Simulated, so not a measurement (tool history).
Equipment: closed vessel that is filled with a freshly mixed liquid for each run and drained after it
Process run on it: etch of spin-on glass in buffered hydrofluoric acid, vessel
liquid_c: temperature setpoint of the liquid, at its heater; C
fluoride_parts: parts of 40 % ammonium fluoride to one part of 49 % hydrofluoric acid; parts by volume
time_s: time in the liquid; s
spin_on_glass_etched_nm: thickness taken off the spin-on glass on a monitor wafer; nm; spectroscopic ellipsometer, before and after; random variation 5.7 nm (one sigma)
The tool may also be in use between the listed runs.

| run | hour | liquid_c | fluoride_parts | time_s | spin_on_glass_etched_nm |
|---|---|---|---|---|---|
| 1 | 0 | 24 | 11 | 100 | 296.05 |
| 2 | 6.4 | 24 | 11 | 110 | 337.99 |
| 3 | 9 | 24 | 11 | 100 | 295.76 |
| 4 | 12.1 | 22 | 11 | 100 | 269.52 |
| 5 | 14.4 | 22 | 11 | 100 | 269.9 |
| 6 | 22 | 22 | 13.5 | 100 | 215.86 |
| 7 | 25.1 | 24 | 12 | 100 | 275.67 |

Run 8 comes next. What will it give?
| 8 | 32.2 | 25.5 | 11 | 100 | ? |

{"run 8": {"spin_on_glass_etched_nm": 333.31}}
